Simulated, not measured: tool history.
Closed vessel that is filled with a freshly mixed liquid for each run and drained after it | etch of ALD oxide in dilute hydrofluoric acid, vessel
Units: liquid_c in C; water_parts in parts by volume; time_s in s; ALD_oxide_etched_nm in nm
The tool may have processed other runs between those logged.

{"run": 1, "day": 0.0, "liquid_c": 23, "water_parts": 145, "time_s": 175, "ALD_oxide_etched_nm": 16.514}
{"run": 2, "day": 0.35, "liquid_c": 25.5, "water_parts": 145, "time_s": 175, "ALD_oxide_etched_nm": 18.174}
{"run": 3, "day": 0.662, "liquid_c": 25.5, "water_parts": 110, "time_s": 175, "ALD_oxide_etched_nm": 25.019}
{"run": 4, "day": 0.717, "liquid_c": 23, "water_parts": 125, "time_s": 175, "ALD_oxide_etched_nm": 19.473}
{"run": 5, "day": 1.067, "liquid_c": 21, "water_parts": 130, "time_s": 175, "ALD_oxide_etched_nm": 17.272}
{"run": 6, "day": 1.15, "liquid_c": 21, "water_parts": 130, "time_s": 185, "ALD_oxide_etched_nm": 18.306}

The next listed run, before its measurement:
{"run": 7, "day": 1.35, "liquid_c": 19.5, "water_parts": 135, "time_s": 185, "ALD_oxide_etched_nm": "?"}

Run 7 gave ALD_oxide_etched_nm 16.538 nm.
